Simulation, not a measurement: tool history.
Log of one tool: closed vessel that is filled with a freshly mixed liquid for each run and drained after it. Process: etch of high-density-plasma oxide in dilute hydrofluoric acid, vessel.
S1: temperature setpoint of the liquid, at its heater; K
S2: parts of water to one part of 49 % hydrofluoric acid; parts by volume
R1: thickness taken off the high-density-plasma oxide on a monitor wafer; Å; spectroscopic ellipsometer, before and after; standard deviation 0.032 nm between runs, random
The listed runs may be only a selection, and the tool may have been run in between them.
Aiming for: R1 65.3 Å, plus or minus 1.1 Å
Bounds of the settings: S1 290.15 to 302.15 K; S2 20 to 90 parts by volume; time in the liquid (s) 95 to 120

{"run": 1, "hour": 0.0, "S1": 294.15, "S2": 50, "time in the liquid (s)": 120, "R1": 119.36}
{"run": 2, "hour": 7.6, "S1": 293.15, "S2": 55, "time in the liquid (s)": 120, "R1": 103.54}
{"run": 3, "hour": 13.6, "S1": 293.15, "S2": 65, "time in the liquid (s)": 120, "R1": 87}
{"run": 4, "hour": 20.9, "S1": 293.15, "S2": 75, "time in the liquid (s)": 120, "R1": 75.281}
{"run": 5, "hour": 24.8, "S1": 293.15, "S2": 60, "time in the liquid (s)": 120, "R1": 94.91}
{"run": 6, "hour": 29.0, "S1": 293.15, "S2": 65, "time in the liquid (s)": 120, "R1": 86.503}
{"run": 7, "hour": 33.1, "S1": 292.15, "S2": 65, "time in the liquid (s)": 120, "R1": 82.704}
{"run": 8, "hour": 41.6, "S1": 291.65, "S2": 65, "time in the liquid (s)": 120, "R1": 81.458}
{"run": 9, "hour": 50.8, "S1": 291.65, "S2": 65, "time in the liquid (s)": 120, "R1": 81.209}
{"run": 10, "hour": 58.9, "S1": 291.15, "S2": 65, "time in the liquid (s)": 120, "R1": 79.638}

Which one of the following 5 next-run settings gets every result inside its allowed miss? There is exactly one.
{"run": "A", "hour": 67.0, "S1": 291.15, "S2": 75, "time in the liquid (s)": 110, "R1": "?"}
{"run": "B", "hour": 67.0, "S1": 291.15, "S2": 75, "time in the liquid (s)": 120, "R1": "?"}
{"run": "C", "hour": 67.0, "S1": 290.15, "S2": 70, "time in the liquid (s)": 100, "R1": "?"}
{"run": "D", "hour": 67.0, "S1": 292.15, "S2": 55, "time in the liquid (s)": 100, "R1": "?"}
{"run": "E", "hour": 67.0, "S1": 291.15, "S2": 75, "time in the liquid (s)": 115, "R1": "?"}

move=A R1=62.392
move=B R1=68.064
move=C R1=58.551
move=D R1=82.563
move=E R1=65.228
A: pushes the last run's worst result past its target
B: gains on the last run, yet a result remains outside its allowed miss
C: pushes the last run's worst result past its target
D: lands further from the targets than the last run did
E: in spec on every target
The right move is E.

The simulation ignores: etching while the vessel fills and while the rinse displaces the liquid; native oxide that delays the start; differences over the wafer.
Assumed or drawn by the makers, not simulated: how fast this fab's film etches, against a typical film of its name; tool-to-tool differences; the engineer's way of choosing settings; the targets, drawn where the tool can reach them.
